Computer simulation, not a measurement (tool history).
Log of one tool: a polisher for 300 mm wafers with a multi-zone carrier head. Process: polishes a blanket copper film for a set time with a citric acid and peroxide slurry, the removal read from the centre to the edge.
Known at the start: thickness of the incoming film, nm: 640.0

| run | day | flow of slurry (ml/min) | pressure of the head's centre zone | pressure of the head's middle zone | pressure of the head's edge zone | abrasive content of the slurry | polishing time (s) | film removed at the wafer's centre (nm) | film removed at mid-radius (nm) | film removed at the wafer's edge (nm) |
|---|---|---|---|---|---|---|---|---|---|---|
| 1 | 0.000 | 250 | 1.00 | 1.00 | 1.00 | 1.00 | 79 | 180.85 | 208.67 | 206.19 |
| 2 | 0.096 | 255 | 1.01 | 1.01 | 0.97 | 0.95 | 74 | 163.34 | 195.55 | 181.89 |
| 3 | 0.367 | 255 | 1.03 | 0.99 | 0.95 | 0.90 | 72 | 163.90 | 187.19 | 175.46 |
| 4 | 0.596 | 260 | 1.04 | 0.98 | 0.93 | 0.85 | 69 | 157.14 | 175.00 | 169.36 |
| 5 | 0.662 | 290 | 1.04 | 0.98 | 0.93 | 0.85 | 69 | 160.79 | 174.10 | 169.32 |
| 6 | 0.825 | 290 | 1.04 | 0.98 | 0.93 | 0.85 | 81 | 189.93 | 206.34 | 198.79 |
| 7 | 0.892 | 290 | 1.05 | 0.99 | 0.91 | 0.80 | 76 | 174.98 | 195.04 | 179.88 |
| 8 | 1.108 | 290 | 1.06 | 0.99 | 0.90 | 0.75 | 72 | 169.60 | 186.03 | 169.16 |
| 9 | 1.471 | 285 | 1.06 | 0.99 | 0.89 | 0.70 | 69 | 159.47 | 169.54 | 156.76 |
| 10 | 1.754 | 280 | 1.05 | 1.00 | 0.88 | 0.65 | 67 | 148.41 | 161.97 | 149.50 |
| 11 | 1.925 | 275 | 1.05 | 1.01 | 0.87 | 0.60 | 65 | 145.76 | 158.23 | 144.42 |

The next listed run, before its measurement:
| 12 | 2.012 | 275 | 1.05 | 1.02 | 0.86 | 0.60 | 63 | ? | ? | ? |

{"run 12": {"film removed at the wafer's centre (nm)": 137.53, "film removed at mid-radius (nm)": 157.97, "film removed at the wafer's edge (nm)": 135.12}}
